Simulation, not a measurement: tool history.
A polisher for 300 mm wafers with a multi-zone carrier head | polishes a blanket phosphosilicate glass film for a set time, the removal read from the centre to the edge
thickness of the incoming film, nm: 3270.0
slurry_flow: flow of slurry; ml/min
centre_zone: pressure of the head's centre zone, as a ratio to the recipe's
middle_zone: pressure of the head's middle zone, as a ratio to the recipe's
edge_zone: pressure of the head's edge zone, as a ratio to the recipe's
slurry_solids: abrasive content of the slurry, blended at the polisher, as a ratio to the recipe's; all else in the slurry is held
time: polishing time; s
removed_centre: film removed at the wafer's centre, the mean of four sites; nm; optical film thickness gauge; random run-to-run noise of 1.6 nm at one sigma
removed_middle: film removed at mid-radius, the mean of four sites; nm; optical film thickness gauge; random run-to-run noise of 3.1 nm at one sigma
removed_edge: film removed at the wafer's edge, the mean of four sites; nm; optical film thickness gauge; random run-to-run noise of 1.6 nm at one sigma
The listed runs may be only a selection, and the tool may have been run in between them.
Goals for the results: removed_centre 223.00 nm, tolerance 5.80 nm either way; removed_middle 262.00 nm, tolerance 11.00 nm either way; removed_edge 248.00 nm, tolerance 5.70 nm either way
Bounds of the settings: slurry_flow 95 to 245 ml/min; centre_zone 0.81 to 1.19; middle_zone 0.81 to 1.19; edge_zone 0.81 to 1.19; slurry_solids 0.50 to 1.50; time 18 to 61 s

| run | hour | slurry_flow | centre_zone | middle_zone | edge_zone | slurry_solids | time | removed_centre | removed_middle | removed_edge |
|---|---|---|---|---|---|---|---|---|---|---|
| 1 | 0.0 | 155 | 1.00 | 1.00 | 1.00 | 1.00 | 39 | 206.02 | 202.62 | 208.46 |
| 2 | 6.6 | 155 | 1.00 | 1.00 | 1.00 | 1.10 | 39 | 214.69 | 215.83 | 219.39 |
| 3 | 12.6 | 155 | 1.04 | 1.00 | 1.00 | 1.10 | 39 | 225.20 | 216.31 | 219.51 |
| 4 | 13.4 | 155 | 1.10 | 1.00 | 1.00 | 1.10 | 39 | 233.71 | 217.52 | 217.87 |
| 5 | 15.2 | 160 | 1.08 | 1.02 | 1.02 | 1.10 | 39 | 239.64 | 219.38 | 222.77 |
| 6 | 21.2 | 155 | 1.06 | 1.03 | 1.02 | 1.15 | 39 | 234.83 | 229.30 | 225.48 |
| 7 | 23.0 | 155 | 1.05 | 1.04 | 1.03 | 1.15 | 39 | 231.51 | 226.75 | 225.62 |
| 8 | 25.0 | 155 | 1.04 | 1.05 | 1.04 | 1.15 | 39 | 229.44 | 229.73 | 225.92 |
| 9 | 31.7 | 155 | 1.03 | 1.06 | 1.05 | 1.15 | 39 | 224.62 | 235.52 | 228.55 |
| 10 | 33.0 | 155 | 1.02 | 1.07 | 1.06 | 1.15 | 39 | 227.80 | 232.94 | 231.43 |
| 11 | 34.4 | 155 | 1.01 | 1.08 | 1.07 | 1.15 | 39 | 225.08 | 233.73 | 230.24 |
| 12 | 42.3 | 155 | 1.00 | 1.09 | 1.08 | 1.15 | 39 | 219.44 | 234.80 | 231.25 |
| 13 | 48.4 | 160 | 1.00 | 1.10 | 1.09 | 1.15 | 39 | 220.80 | 241.84 | 230.89 |
| 14 | 49.4 | 160 | 1.00 | 1.10 | 1.10 | 1.15 | 39 | 226.25 | 237.64 | 232.76 |
| 15 | 50.9 | 160 | 0.99 | 1.11 | 1.10 | 1.15 | 39 | 222.87 | 246.45 | 233.81 |
| 16 | 52.6 | 160 | 0.98 | 1.11 | 1.11 | 1.15 | 39 | 216.69 | 244.95 | 234.16 |

Below are 4 possible settings for the next run. Only one of them brings all results inside the allowed miss of their targets. Which is it?
| A | 54.3 | 105 | 0.96 | 0.99 | 1.03 | 1.35 | 42 | ? | ? | ? |
| B | 54.3 | 200 | 0.88 | 1.19 | 1.07 | 1.20 | 38 | ? | ? | ? |
| C | 54.3 | 185 | 0.96 | 1.16 | 1.18 | 1.40 | 36 | ? | ? | ? |
| D | 54.3 | 165 | 1.06 | 1.18 | 1.13 | 1.15 | 37 | ? | ? | ? |

| move | removed_centre | removed_middle | removed_edge |
|---|---|---|---|
| A | 223.17 | 231.15 | 245.48 |
| B | 203.13 | 264.00 | 233.33 |
| C | 222.23 | 259.06 | 244.14 |
| D | 225.76 | 242.11 | 222.18 |
A: the worst result of the last run now meets its target, but another is out of spec
B: lands further from the targets than the last run did
C: every result within its allowed miss
D: lands further from the targets than the last run did
C is the move that brings every result within its allowed miss.

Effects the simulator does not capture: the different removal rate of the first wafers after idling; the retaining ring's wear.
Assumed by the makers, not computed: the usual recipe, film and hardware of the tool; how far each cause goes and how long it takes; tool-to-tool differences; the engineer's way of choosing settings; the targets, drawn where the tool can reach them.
